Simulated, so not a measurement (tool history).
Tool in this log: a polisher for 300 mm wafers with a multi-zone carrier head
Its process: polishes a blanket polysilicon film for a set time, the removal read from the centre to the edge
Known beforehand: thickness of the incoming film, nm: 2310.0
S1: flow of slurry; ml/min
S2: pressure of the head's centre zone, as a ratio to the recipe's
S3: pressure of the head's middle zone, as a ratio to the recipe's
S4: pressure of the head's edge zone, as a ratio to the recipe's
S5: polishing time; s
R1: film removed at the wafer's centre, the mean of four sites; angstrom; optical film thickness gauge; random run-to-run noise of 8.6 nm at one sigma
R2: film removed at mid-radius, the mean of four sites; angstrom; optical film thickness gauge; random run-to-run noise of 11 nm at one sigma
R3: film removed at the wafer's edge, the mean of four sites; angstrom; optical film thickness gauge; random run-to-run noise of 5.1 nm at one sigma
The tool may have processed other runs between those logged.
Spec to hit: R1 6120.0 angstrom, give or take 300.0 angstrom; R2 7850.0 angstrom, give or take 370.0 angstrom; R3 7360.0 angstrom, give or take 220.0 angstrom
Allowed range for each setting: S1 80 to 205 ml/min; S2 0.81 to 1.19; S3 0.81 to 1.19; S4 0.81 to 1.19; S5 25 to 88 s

run	hour	S1	S2	S3	S4	S5	R1	R2	R3
1	0.0	135	1.00	1.00	1.00	56	4521.6	4540.7	4551.8
2	8.8	135	1.07	1.00	1.00	56	4861.8	4593.0	4559.6
3	10.6	140	1.01	1.06	1.05	63	5178.8	5567.9	5273.4
4	19.4	140	1.01	1.01	1.05	63	5226.8	5220.0	5257.1
5	28.2	145	0.96	1.05	1.09	69	5375.3	5945.4	5964.8
6	33.5	150	0.95	1.08	1.12	72	5634.1	6294.4	6341.2
7	36.5	155	0.93	1.11	1.13	75	5811.4	6989.7	6695.9
8	40.9	160	0.92	1.13	1.15	76	5951.4	7211.2	6811.8
9	43.4	165	0.90	1.14	1.16	77	5883.4	7340.6	6982.0
10	45.9	170	0.90	1.15	1.17	78	5885.9	7551.9	7143.7

Exactly one of the 5 candidate moves below puts every result within its allowed miss. Which one?
A	48.4	115	0.89	1.15	1.09	88	?	?	?
B	48.4	195	0.93	1.05	1.17	76	?	?	?
C	48.4	145	0.82	1.16	1.19	80	?	?	?
D	48.4	185	0.94	1.19	1.08	77	?	?	?
E	48.4	190	0.81	1.14	1.19	78	?	?	?

move	R1	R2	R3
A	6077.8	7766.2	7299.5
B	6214.9	6927.1	7086.0
C	5427.2	7529.7	7224.6
D	6312.2	7750.2	6836.2
E	5527.1	7601.5	7306.5
A: hits every target within its allowed miss
B: moves away from the targets compared with the last run
C: brings the last run's worst result on target, with another outside its allowed miss
D: moves away from the targets compared with the last run
E: brings the last run's worst result on target, with another outside its allowed miss
Correct choice: A, which meets every target
